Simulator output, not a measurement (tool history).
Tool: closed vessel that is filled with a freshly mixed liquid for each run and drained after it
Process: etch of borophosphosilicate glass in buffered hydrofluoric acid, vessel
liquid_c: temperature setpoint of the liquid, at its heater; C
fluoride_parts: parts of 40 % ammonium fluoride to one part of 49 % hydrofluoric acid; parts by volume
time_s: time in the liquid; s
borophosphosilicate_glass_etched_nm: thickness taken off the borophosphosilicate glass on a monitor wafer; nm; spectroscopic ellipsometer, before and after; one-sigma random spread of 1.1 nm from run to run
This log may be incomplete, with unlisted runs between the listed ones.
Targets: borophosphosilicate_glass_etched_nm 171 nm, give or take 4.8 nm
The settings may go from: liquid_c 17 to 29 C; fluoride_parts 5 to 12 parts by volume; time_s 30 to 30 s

run    day  liquid_c  fluoride_parts  time_s  borophosphosilicate_glass_etched_nm
  1      0        21               7      30                                85.22
  2  0.238        21               5      30                               117.68
  3  0.567        21               7      30                                85.64
  4  0.733        21             5.5      30                               108.15
  5  0.771        18             5.5      30                               91.122
  6  1.092        20             5.5      30                               102.58
  7  1.358      21.5             5.5      30                               110.18
  8  1.446      25.5               5      30                               149.73

Of the 5 settings listed for the next run, only one would bring every result within its allowed miss of target. Which one?
  A  1.533      24.5               5      30                                    ?
  B  1.533        28               5      30                                    ?
  C  1.533      26.5               5      30                                    ?
  D  1.533        24               5      30                                    ?
  E  1.533        23             5.5      30                                    ?

move  borophosphosilicate_glass_etched_nm
   A                               140.05
   B                               168.48
   C                               155.72
   D                               136.35
   E                               118.92
A: the biggest miss grows against the last run
B: all results land within tolerance of their targets
C: gains on the last run, yet a result remains outside its allowed miss
D: the biggest miss grows against the last run
E: the biggest miss grows against the last run
So the answer is move B, the one that meets all the targets.
